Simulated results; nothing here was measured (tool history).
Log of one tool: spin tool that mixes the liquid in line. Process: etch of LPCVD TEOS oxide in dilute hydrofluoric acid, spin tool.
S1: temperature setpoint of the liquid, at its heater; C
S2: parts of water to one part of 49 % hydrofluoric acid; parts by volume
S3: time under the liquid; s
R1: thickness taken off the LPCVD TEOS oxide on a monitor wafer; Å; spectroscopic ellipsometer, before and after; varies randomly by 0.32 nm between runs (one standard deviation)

run,day,S1,S2,S3,R1
1,0.000,24.0,85,55,214.88
2,0.083,24.0,85,60,237.17
3,0.129,25.5,80,60,268.47
4,0.179,26.5,75,60,297.94
5,0.325,23.0,75,60,258.69
6,0.404,24.5,70,60,294.56
7,0.750,24.5,70,60,295.56

What will run 8 give?
8,0.792,25.5,65,60,?

{"run 8": {"R1": 340.12}}

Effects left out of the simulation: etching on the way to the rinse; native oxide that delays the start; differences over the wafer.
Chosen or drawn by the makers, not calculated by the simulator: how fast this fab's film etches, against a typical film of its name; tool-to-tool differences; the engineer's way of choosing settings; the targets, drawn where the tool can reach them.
